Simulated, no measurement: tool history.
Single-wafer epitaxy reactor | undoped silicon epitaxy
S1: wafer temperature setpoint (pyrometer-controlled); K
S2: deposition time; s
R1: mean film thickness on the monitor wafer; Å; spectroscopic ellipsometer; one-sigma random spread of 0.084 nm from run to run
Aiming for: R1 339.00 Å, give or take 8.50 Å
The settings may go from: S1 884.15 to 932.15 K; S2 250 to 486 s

| run | day | S1 | S2 | R1 |
|---|---|---|---|---|
| 1 | 0.000 | 908.15 | 368 | 438.23 |
| 2 | 0.354 | 906.15 | 367 | 423.68 |
| 3 | 0.421 | 904.15 | 366 | 405.34 |
| 4 | 0.696 | 915.15 | 366 | 502.66 |
| 5 | 0.808 | 915.15 | 334 | 458.14 |
| 6 | 1.083 | 919.15 | 334 | 496.22 |
|  | 1.138 | pyrometer calibrated |
| 7 | 1.138 | 915.15 | 333 | 486.16 |
| 8 | 1.292 | 911.15 | 330 | 444.24 |
| 9 | 1.383 | 908.15 | 328 | 415.19 |
| 10 | 1.662 | 906.15 | 327 | 397.72 |
| 11 | 1.879 | 904.15 | 326 | 381.96 |

Pick the move, out of 4, that brings all results within their allowed miss; only one does.
| A | 2.096 | 910.15 | 323 | ? |
| B | 2.096 | 901.15 | 323 | ? |
| C | 2.096 | 892.15 | 369 | ? |
| D | 2.096 | 901.15 | 284 | ? |

| move | R1 |
|---|---|
| A | 427.61 |
| B | 357.46 |
| C | 340.30 |
| D | 314.30 |
A: its largest miss is bigger than the last run's
B: closes in on the targets versus the last run, not all within tolerance yet
C: all results land within tolerance of their targets
D: pushes the last run's worst result past its target
C is the move that brings every result within its allowed miss.

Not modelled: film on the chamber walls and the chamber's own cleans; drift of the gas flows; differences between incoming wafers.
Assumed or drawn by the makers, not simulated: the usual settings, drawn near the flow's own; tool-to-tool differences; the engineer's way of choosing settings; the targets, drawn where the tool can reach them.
